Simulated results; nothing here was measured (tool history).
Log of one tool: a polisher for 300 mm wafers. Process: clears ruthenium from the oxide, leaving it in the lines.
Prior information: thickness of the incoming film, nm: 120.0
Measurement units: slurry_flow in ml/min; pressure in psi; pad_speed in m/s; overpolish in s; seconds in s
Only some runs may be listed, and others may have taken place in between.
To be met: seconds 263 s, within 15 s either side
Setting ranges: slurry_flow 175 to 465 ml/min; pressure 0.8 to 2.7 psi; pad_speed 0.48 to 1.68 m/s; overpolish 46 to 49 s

{"run": 1, "hour": 0.0, "slurry_flow": 295, "pressure": 1.7, "pad_speed": 1.08, "overpolish": 46, "seconds": 133.18}
{"run": 2, "hour": 6.3, "slurry_flow": 295, "pressure": 1.7, "pad_speed": 1.22, "overpolish": 46, "seconds": 121.91}
{"run": 3, "hour": 13.2, "slurry_flow": 295, "pressure": 1.5, "pad_speed": 1.16, "overpolish": 46, "seconds": 137.48}
{"run": 4, "hour": 17.7, "slurry_flow": 220, "pressure": 1.5, "pad_speed": 1.16, "overpolish": 46, "seconds": 138.58}
{"run": 5, "hour": 23.7, "slurry_flow": 220, "pressure": 1.5, "pad_speed": 1.3, "overpolish": 46, "seconds": 132.08}
{"run": 6, "hour": 25.6, "slurry_flow": 175, "pressure": 1.5, "pad_speed": 1.3, "overpolish": 46, "seconds": 137.01}
{"run": 7, "hour": 27.5, "slurry_flow": 175, "pressure": 1.5, "pad_speed": 1.3, "overpolish": 46, "seconds": 131.46}
{"run": 8, "hour": 29.4, "slurry_flow": 175, "pressure": 1.4, "pad_speed": 1.2, "overpolish": 46, "seconds": 152.82}
{"run": 9, "hour": 31.9, "slurry_flow": 175, "pressure": 1.3, "pad_speed": 1.14, "overpolish": 46, "seconds": 166.21}
{"run": 10, "hour": 33.8, "slurry_flow": 175, "pressure": 1.2, "pad_speed": 1.08, "overpolish": 46, "seconds": 188.97}

Which of these 4 next moves meets every target?
{"run": "A", "hour": 35.7, "slurry_flow": 185, "pressure": 1.7, "pad_speed": 1.34, "overpolish": 46, "seconds": "?"}
{"run": "B", "hour": 35.7, "slurry_flow": 185, "pressure": 1.4, "pad_speed": 1.26, "overpolish": 46, "seconds": "?"}
{"run": "C", "hour": 35.7, "slurry_flow": 175, "pressure": 0.8, "pad_speed": 1, "overpolish": 47, "seconds": "?"}
{"run": "D", "hour": 35.7, "slurry_flow": 175, "pressure": 1.8, "pad_speed": 0.48, "overpolish": 49, "seconds": "?"}

move=A seconds=119.57
move=B seconds=147.14
move=C seconds=270.28
move=D seconds=230.75
A: further off than the last run
B: further off than the last run
C: hits every target within its allowed miss
D: nearer than the last run, and not there yet
Answer: C
